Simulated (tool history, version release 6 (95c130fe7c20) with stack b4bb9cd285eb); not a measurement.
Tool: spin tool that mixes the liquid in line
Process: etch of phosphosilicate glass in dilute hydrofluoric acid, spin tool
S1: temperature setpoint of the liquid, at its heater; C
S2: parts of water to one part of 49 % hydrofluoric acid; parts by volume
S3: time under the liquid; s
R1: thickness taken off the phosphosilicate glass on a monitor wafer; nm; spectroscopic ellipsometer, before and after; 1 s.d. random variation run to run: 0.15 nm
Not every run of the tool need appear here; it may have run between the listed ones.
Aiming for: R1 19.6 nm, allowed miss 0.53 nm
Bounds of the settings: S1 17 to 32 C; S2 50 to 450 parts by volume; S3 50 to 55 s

Run 1, hour 0: S1 24 C, S2 250 parts by volume, S3 50 s. Result: R1 11.479 nm.
Run 2, hour 4.9: S1 24 C, S2 335 parts by volume, S3 50 s. Result: R1 7.8302 nm.
Run 3, hour 9.8: S1 24 C, S2 335 parts by volume, S3 55 s. Result: R1 8.5557 nm.
Run 4, hour 11.1: S1 26 C, S2 305 parts by volume, S3 55 s. Result: R1 10.36 nm.
Run 5, hour 15.1: S1 26 C, S2 305 parts by volume, S3 55 s. Result: R1 10.238 nm.
Run 6, hour 16.6: S1 26.5 C, S2 270 parts by volume, S3 55 s. Result: R1 12.367 nm.
Run 7, hour 23.3: S1 27.5 C, S2 245 parts by volume, S3 55 s. Result: R1 14.426 nm.
Run 8, hour 25.6: S1 28.5 C, S2 230 parts by volume, S3 55 s. Result: R1 16.362 nm.

4 next moves are on the table. One of them brings every result within its allowed miss. Which?
Run A, hour 27.9: S1 29 C, S2 175 parts by volume, S3 50 s. Result: R1 ?.
Run B, hour 27.9: S1 27 C, S2 190 parts by volume, S3 55 s. Result: R1 ?.
Run C, hour 27.9: S1 28.5 C, S2 265 parts by volume, S3 55 s. Result: R1 ?.
Run D, hour 27.9: S1 27.5 C, S2 180 parts by volume, S3 55 s. Result: R1 ?.

move      R1
   A  21.237
   B  19.672
   C  13.649
   D  21.393
A: takes the result that was furthest off past its target
B: hits every target within its allowed miss
C: the biggest miss grows against the last run
D: takes the result that was furthest off past its target
B meets every target.
